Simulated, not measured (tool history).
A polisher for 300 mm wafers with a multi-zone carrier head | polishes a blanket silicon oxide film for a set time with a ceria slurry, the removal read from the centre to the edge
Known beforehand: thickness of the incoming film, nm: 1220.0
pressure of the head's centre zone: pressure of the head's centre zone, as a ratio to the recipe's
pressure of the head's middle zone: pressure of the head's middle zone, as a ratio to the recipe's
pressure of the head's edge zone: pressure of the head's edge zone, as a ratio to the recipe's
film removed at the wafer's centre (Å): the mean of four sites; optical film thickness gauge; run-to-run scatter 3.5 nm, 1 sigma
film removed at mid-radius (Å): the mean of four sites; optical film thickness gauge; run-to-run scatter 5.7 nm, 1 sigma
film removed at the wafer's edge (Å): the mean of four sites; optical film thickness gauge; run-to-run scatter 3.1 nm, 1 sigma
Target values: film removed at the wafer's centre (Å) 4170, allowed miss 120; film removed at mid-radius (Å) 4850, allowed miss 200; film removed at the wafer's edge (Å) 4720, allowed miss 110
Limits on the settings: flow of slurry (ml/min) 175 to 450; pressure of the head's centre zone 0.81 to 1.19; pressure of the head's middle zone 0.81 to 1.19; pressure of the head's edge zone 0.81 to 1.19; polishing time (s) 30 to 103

run	day	flow of slurry (ml/min)	pressure of the head's centre zone	pressure of the head's middle zone	pressure of the head's edge zone	polishing time (s)	film removed at the wafer's centre (Å)	film removed at mid-radius (Å)	film removed at the wafer's edge (Å)
1	0	290	1	1	1	66	3880.4	3771.8	4016.5
2	0.171	290	1	1	1	59	3537	3370	3532.3
3	0.325	290	1	0.92	1	59	3526.7	3177.9	3578.9
4	0.429	340	1	0.92	1	59	3603.1	3295.6	3617.5
5	0.642	340	0.95	0.92	1	59	3371.8	3238.2	3614.6
6	0.862	395	0.95	0.92	1	59	3408.2	3257.8	3681.5
7	1.221	395	0.95	0.97	1.01	62	3633.6	3585.2	3872.3
8	1.554	395	0.94	1.01	1.03	64	3682.5	3842.3	4038.4
9	1.625	395	0.94	1.04	1.05	65	3749.4	4015.1	4119.1
10	1.667	395	0.94	1.06	1.07	66	3837.9	4157.4	4232.9

Which one of the following 4 next-run settings gets every result inside its allowed miss? There is exactly one.
A	1.708	405	1.11	0.92	1.06	60	?	?	?
B	1.708	450	1.12	1.05	0.93	59	?	?	?
C	1.708	450	0.92	1.11	1.06	73	?	?	?
D	1.708	295	1.08	0.94	1.19	67	?	?	?

move	film removed at the wafer's centre (Å)	film removed at mid-radius (Å)	film removed at the wafer's edge (Å)
A	4118.2	3389.6	3817.7
B	4123.7	3754	3539.3
C	4186.7	4874.7	4660.1
D	4334.7	3744.3	4422.7
A: further off than the last run
B: further off than the last run
C: hits every target within its allowed miss
D: further off than the last run
Move C is the one to make.
